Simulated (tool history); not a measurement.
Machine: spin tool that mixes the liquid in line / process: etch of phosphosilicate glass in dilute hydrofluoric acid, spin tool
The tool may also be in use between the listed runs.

run,day,temperature setpoint of the liquid (°C),parts of water to one part of 49 % hydrofluoric acid (parts by volume),time under the liquid (s),thickness taken off the phosphosilicate glass on a monitor wafer (Å)
1,0.000,20.0,175,155,621.32
2,0.088,20.0,230,155,442.76
3,0.188,18.5,230,155,422.38
4,0.367,18.0,235,155,399.02
5,0.417,18.0,240,155,392.61
6,0.571,18.0,245,155,377.81
7,0.746,18.0,250,155,372.28

What does the tool deliver on the next run?
8,0.796,18.0,255,155,?

{"run 8": {"thickness taken off the phosphosilicate glass on a monitor wafer (Å)": 363.74}}

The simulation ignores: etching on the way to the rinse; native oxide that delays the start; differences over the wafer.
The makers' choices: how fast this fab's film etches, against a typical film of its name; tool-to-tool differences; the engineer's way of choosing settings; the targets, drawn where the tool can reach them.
